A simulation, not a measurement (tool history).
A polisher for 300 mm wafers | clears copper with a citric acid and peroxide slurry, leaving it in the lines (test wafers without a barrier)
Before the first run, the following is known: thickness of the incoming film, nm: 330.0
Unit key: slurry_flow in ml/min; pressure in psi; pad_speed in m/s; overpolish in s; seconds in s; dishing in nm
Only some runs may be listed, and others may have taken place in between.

| run | day | slurry_flow | pressure | pad_speed | slurry_solids | overpolish | seconds | dishing |
|---|---|---|---|---|---|---|---|---|
| 1 | 0 | 170 | 3.8 | 1.2 | 1 | 19 | 123.73 | 38.107 |
| 2 | 0.146 | 170 | 3.6 | 1.14 | 1 | 18 | 130.74 | 32.493 |
| 3 | 0.408 | 170 | 3.4 | 1.08 | 1 | 18 | 147.08 | 28.855 |
| 4 | 0.646 | 170 | 3.2 | 1.04 | 1 | 18 | 161.56 | 26.594 |
| 5 | 0.775 | 170 | 3.5 | 1.04 | 1 | 18 | 148.43 | 28.071 |
| 6 | 0.8 | 170 | 3.3 | 1 | 1 | 18 | 160.42 | 26.262 |
| 7 | 0.879 | 170 | 3.1 | 0.96 | 1 | 18 | 176.78 | 23.198 |
| 8 | 1.075 | 170 | 3 | 0.94 | 1 | 18 | 197.31 | 22.68 |
|  | 1.396 | slurry nozzle cleaned |
| 9 | 1.396 | 170 | 2.9 | 0.94 | 1 | 18 | 178.19 | 23.423 |
| 10 | 1.421 | 170 | 2.8 | 0.9 | 1 | 18 | 199.21 | 21.91 |
| 11 | 1.475 | 170 | 2.7 | 0.88 | 1 | 18 | 216.65 | 20.329 |

Run 12 is up next; what results do you expect?
| 12 | 1.762 | 170 | 2.6 | 0.86 | 1 | 18 | ? | ? |

Logged for run 12: seconds 222.84 s, dishing 19.035 nm.
